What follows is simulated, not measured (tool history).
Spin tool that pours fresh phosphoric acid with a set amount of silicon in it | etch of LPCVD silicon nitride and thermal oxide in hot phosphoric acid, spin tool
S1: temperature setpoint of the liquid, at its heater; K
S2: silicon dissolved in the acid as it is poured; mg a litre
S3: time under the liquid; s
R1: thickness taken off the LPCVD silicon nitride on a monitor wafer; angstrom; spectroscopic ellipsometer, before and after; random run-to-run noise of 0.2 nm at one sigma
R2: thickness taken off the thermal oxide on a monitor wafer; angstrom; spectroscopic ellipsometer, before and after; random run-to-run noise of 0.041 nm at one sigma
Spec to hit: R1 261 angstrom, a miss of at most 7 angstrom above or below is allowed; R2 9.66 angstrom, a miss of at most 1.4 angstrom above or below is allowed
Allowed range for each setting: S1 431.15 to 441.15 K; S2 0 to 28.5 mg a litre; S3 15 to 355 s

run  hour      S1    S2   S3      R1      R2
  1     0  436.15  12.5  180  173.41  4.8793
  2   0.9  436.15  16.5  180  173.34  4.9959
  3   4.5  438.15  16.5  180  186.29  5.2188
  4    11  438.65    13  190  197.98   6.879
  5  18.6  439.15  13.5  200  215.93  6.9961
  6    22  439.65    13  205  226.81  7.6674
  7  24.6  440.15  12.5  210     234  8.2088
  8  33.5  440.15  12.5  215  236.77  8.1674
  9  37.8  440.15    12  220  246.57  8.3197
 10  44.8  440.15  11.5  220  243.57  8.7965

Of the 5 settings listed for the next run, only one would bring every result within its allowed miss of target. Which one?
  A  51.8  440.15  19.5  230   ?   ?
  B  51.8  441.15    12  230   ?   ?
  C  51.8  439.65     7  225   ?   ?
  D  51.8  437.65  13.5  225   ?   ?
  E  51.8  440.65  17.5  215   ?   ?

move      R1      R2
   A  253.03  7.5585
   B  261.38  9.8349
   C  243.53   9.645
   D  228.09  7.2169
   E   240.4   7.736
A: an improvement on the last run, though not all results are within tolerance
B: hits every target within its allowed miss
C: neither nearer nor further off than the last run
D: moves away from the targets compared with the last run
E: moves away from the targets compared with the last run
Go with B: it meets all targets.
